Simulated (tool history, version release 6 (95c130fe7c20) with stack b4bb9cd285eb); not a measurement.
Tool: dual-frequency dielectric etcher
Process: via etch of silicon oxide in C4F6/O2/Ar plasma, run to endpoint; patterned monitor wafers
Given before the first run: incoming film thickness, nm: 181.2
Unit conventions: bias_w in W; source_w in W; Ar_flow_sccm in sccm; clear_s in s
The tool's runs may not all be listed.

Run 1, day 0.000: bias_w 491 W, source_w 260 W, Ar_flow_sccm 334 sccm. Result: clear_s 46.100 s.
Run 2, day 0.225: bias_w 526 W, source_w 270 W, Ar_flow_sccm 330 sccm. Result: clear_s 44.597 s.
Run 3, day 0.396: bias_w 479 W, source_w 270 W, Ar_flow_sccm 330 sccm. Result: clear_s 45.405 s.
Run 4, day 0.642: bias_w 431 W, source_w 270 W, Ar_flow_sccm 330 sccm. Result: clear_s 46.779 s.
Run 5, day 0.967: bias_w 431 W, source_w 270 W, Ar_flow_sccm 305 sccm. Result: clear_s 46.388 s.
Run 6, day 1.008: bias_w 431 W, source_w 270 W, Ar_flow_sccm 357 sccm. Result: clear_s 47.554 s.

What will run 7 give?
Run 7, day 1.167: bias_w 469 W, source_w 280 W, Ar_flow_sccm 350 sccm. Result: clear_s ?.

Run 7 produced clear_s 45.823 s.

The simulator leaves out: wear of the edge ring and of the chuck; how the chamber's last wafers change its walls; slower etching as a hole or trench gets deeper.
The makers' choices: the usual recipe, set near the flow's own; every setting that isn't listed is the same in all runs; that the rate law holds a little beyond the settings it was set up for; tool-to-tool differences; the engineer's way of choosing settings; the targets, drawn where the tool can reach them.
